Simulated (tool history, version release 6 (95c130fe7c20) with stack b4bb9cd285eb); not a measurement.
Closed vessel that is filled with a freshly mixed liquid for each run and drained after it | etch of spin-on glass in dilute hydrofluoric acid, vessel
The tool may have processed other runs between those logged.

| run | hour | temperature setpoint of the liquid (°C) | parts of water to one part of 49 % hydrofluoric acid (parts by volume) | time in the liquid (s) | thickness taken off the spin-on glass on a monitor wafer (angstrom) |
|---|---|---|---|---|---|
| 1 | 0.0 | 25.0 | 280 | 635 | 690.16 |
| 2 | 4.9 | 25.0 | 280 | 685 | 750.55 |
| 3 | 9.6 | 25.0 | 280 | 685 | 750.09 |
| 4 | 16.4 | 25.0 | 280 | 635 | 695.81 |
| 5 | 18.8 | 25.0 | 280 | 685 | 740.05 |
| 6 | 27.8 | 27.5 | 215 | 685 | 1128.80 |
| 7 | 35.9 | 29.5 | 175 | 685 | 1586.50 |
| 8 | 42.9 | 30.5 | 160 | 685 | 1829.90 |

Run 9 comes next. What will it give?
| 9 | 46.0 | 31.5 | 150 | 685 | ? |

Run 9 gave thickness taken off the spin-on glass on a monitor wafer (angstrom) 2044.40.
